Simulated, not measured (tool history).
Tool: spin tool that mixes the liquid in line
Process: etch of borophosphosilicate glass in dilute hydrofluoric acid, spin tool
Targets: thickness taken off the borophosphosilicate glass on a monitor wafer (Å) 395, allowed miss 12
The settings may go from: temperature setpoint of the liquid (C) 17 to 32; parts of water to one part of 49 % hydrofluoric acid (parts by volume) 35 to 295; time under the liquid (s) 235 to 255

run	hour	temperature setpoint of the liquid (C)	parts of water to one part of 49 % hydrofluoric acid (parts by volume)	time under the liquid (s)	thickness taken off the borophosphosilicate glass on a monitor wafer (Å)
1	0	24	165	235	621.17
2	2.4	24	125	235	861.51
3	8.8	22	150	235	656.51
4	14.7	20.5	165	235	547.08
5	20.3	20.5	165	235	548.83
6	25.6	20.5	165	255	596.97
7	32.9	19.5	175	255	537.17
8	41.8	18.5	185	255	475.3
9	47.6	18	190	255	459.11

4 next moves are on the table. One of them brings every result within its allowed miss. Which?
A	53.4	17.5	160	255	?
B	53.4	22	170	235	?
C	53.4	19.5	195	255	?
D	53.4	17.5	195	235	?

move	thickness taken off the borophosphosilicate glass on a monitor wafer (Å)
A	549.24
B	563.39
C	471.63
D	401.73
A: further off than the last run
B: further off than the last run
C: further off than the last run
D: meets every target
Move D is the one to make.
